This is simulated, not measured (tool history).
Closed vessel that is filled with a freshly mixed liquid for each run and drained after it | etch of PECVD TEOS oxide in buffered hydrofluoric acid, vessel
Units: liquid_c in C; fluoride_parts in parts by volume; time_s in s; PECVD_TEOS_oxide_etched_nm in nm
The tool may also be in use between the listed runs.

{"run": 1, "day": 0.0, "liquid_c": 25, "fluoride_parts": 13.5, "time_s": 30, "PECVD_TEOS_oxide_etched_nm": 38.62}
{"run": 2, "day": 0.112, "liquid_c": 26, "fluoride_parts": 13.5, "time_s": 30, "PECVD_TEOS_oxide_etched_nm": 40.614}
{"run": 3, "day": 0.217, "liquid_c": 26, "fluoride_parts": 13.5, "time_s": 30, "PECVD_TEOS_oxide_etched_nm": 40.651}
{"run": 4, "day": 0.254, "liquid_c": 22.5, "fluoride_parts": 13.5, "time_s": 30, "PECVD_TEOS_oxide_etched_nm": 33.752}
{"run": 5, "day": 0.417, "liquid_c": 21.5, "fluoride_parts": 13.5, "time_s": 30, "PECVD_TEOS_oxide_etched_nm": 31.478}
{"run": 6, "day": 0.633, "liquid_c": 21.5, "fluoride_parts": 11.5, "time_s": 30, "PECVD_TEOS_oxide_etched_nm": 37.098}

Forecast run 7:
{"run": 7, "day": 0.892, "liquid_c": 20, "fluoride_parts": 11.5, "time_s": 30, "PECVD_TEOS_oxide_etched_nm": "?"}

PECVD_TEOS_oxide_etched_nm: 34.397 nm
